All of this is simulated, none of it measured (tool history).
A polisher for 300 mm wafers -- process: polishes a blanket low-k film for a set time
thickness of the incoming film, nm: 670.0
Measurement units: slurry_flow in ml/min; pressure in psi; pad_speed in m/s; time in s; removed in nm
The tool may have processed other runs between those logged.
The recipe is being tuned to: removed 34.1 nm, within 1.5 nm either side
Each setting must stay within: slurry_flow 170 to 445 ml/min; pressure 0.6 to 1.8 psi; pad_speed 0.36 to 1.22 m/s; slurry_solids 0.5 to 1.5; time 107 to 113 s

run	hour	slurry_flow	pressure	pad_speed	slurry_solids	time	removed
1	0	285	1.2	0.78	1	107	18.418
2	1.1	285	1.3	0.8	1	107	20.65
3	10.1	285	1.3	0.8	1	113	21.739
4	15.2	285	1.4	0.8	1	113	23.565
5	21.1	355	1.4	0.8	1	113	23.517
6	21.9	355	1.6	0.8	1	113	27.579
7	30.7	355	1.7	0.84	1	113	29.531
8	39.4	355	1.7	0.86	1	113	30.735

4 candidate next runs follow, results not yet known. Just one meets every target within its allowed miss. Identify it.
A	48.1	355	1.6	0.8	1.1	108	?
B	48.1	355	1.8	0.82	0.95	108	?
C	48.1	330	1.8	1.02	0.95	107	?
D	48.1	355	1.5	0.84	1.05	113	?

move	removed
A	26.836
B	29.041
C	34.052
D	26.937
A: lands further from the targets than the last run did
B: lands further from the targets than the last run did
C: all results in spec
D: lands further from the targets than the last run did
C meets every target.

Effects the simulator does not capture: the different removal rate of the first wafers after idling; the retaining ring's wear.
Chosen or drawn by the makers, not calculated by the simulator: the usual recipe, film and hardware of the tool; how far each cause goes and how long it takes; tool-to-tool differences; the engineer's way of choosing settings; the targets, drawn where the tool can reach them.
